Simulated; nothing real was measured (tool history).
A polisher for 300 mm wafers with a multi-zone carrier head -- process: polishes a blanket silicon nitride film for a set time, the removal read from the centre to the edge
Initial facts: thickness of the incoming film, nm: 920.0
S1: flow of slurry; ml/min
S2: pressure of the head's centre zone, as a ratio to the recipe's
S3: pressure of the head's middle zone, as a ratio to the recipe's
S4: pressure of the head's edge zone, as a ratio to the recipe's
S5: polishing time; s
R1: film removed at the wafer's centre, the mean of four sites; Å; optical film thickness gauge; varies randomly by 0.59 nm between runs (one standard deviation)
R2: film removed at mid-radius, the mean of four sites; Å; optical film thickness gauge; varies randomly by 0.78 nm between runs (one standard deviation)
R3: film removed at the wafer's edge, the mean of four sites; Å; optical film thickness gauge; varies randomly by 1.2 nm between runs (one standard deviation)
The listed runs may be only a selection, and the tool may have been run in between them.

run	day	S1	S2	S3	S4	S5	R1	R2	R3
1	0.000	185	1.00	1.00	1.00	65	1172.40	1184.00	1164.10
2	0.179	185	1.00	1.06	1.00	65	1166.10	1231.50	1152.60
3	0.525	185	1.00	1.06	1.00	81	1451.10	1538.50	1433.20
4	0.608	185	1.04	1.06	1.00	81	1509.40	1516.40	1468.00
5	0.633	185	1.04	1.06	1.04	81	1506.30	1534.40	1492.80
6	0.854	180	1.03	1.03	1.02	75	1388.70	1410.40	1344.10
7	0.912	195	1.01	1.01	1.00	69	1244.00	1257.50	1244.80

Run 8 is up next; what results do you expect?
8	1.129	145	0.98	0.91	0.90	51	?	?	?

Run 8 gave R1 861.69 Å, R2 840.35 Å, R3 855.01 Å.
